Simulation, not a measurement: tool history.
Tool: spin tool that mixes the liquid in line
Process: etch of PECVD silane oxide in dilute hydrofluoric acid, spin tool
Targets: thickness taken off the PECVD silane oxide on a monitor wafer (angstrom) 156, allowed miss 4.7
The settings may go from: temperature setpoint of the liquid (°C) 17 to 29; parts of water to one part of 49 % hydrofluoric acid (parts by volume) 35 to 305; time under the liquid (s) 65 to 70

run,hour,temperature setpoint of the liquid (°C),parts of water to one part of 49 % hydrofluoric acid (parts by volume),time under the liquid (s),thickness taken off the PECVD silane oxide on a monitor wafer (angstrom)
1,0,21,170,65,62.486
2,7.4,23,140,65,85.503
3,12.5,23,140,70,91.646
4,16.1,23,140,70,91.666
5,23.1,23,185,70,66.671
6,24.1,20.5,185,70,61.089
7,31.6,23,155,70,80.801
8,39.5,24.5,135,70,101.73
9,40.4,26,125,70,117.12
10,46.2,29,95,70,179.28
11,48.8,28.5,95,70,178.69
12,56.5,28,95,70,173.2
13,59.9,27.5,95,70,170.39
14,66.1,27,95,70,166.98
15,67.6,26.5,95,70,164.57
16,72.2,26,95,70,160.97

Which of these 4 next moves meets every target?
A,76.8,26,85,65,?
B,76.8,22.5,80,65,?
C,76.8,26,90,70,?
D,76.8,25,100,70,?

move,thickness taken off the PECVD silane oxide on a monitor wafer (angstrom)
A,169.29
B,157.34
C,171.05
D,146.14
A: further off than the last run
B: meets every target
C: further off than the last run
D: takes the result that was furthest off past its target
Move B is the one to make.

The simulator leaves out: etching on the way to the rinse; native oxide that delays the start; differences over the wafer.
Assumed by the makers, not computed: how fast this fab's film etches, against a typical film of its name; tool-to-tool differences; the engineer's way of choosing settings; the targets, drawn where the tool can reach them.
